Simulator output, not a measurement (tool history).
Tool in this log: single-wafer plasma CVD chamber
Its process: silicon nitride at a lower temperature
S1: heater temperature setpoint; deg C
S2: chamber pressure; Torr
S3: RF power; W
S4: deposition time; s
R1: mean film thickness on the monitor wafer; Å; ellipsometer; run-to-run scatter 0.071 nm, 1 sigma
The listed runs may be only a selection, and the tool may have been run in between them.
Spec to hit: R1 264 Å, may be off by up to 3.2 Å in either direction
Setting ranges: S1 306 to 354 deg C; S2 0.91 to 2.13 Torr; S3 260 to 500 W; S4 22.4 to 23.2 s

run,hour,S1,S2,S3,S4,R1
1,0,330,1.52,380,22.4,297.83
2,3.9,321,1.52,380,22.4,298.4
3,8.3,321,1.52,350,22.4,284.71
4,12.2,321,1.45,350,22.4,282.47
5,18.9,316,1.45,350,22.4,284.46
6,22.3,317,1.37,350,22.4,280.11
7,26.1,317,1.31,350,22.4,278.81
8,33.5,317,1.25,350,22.4,275.63
9,41.6,317,1.2,350,22.4,274.56

Exactly one of the 4 candidate moves below puts every result within its allowed miss. Which one?
A,49.7,316,1.04,325,22.4,?
B,49.7,322,1.26,305,23.1,?
C,49.7,314,1.02,360,22.4,?
D,49.7,312,1.09,310,22.7,?

move,R1
A,257.19
B,264.4
C,270.61
D,256.58
A: takes the biggest miss from the last run beyond its target
B: every result lands within tolerance
C: an improvement on the last run, though not all results are within tolerance
D: takes the biggest miss from the last run beyond its target
B meets every target.
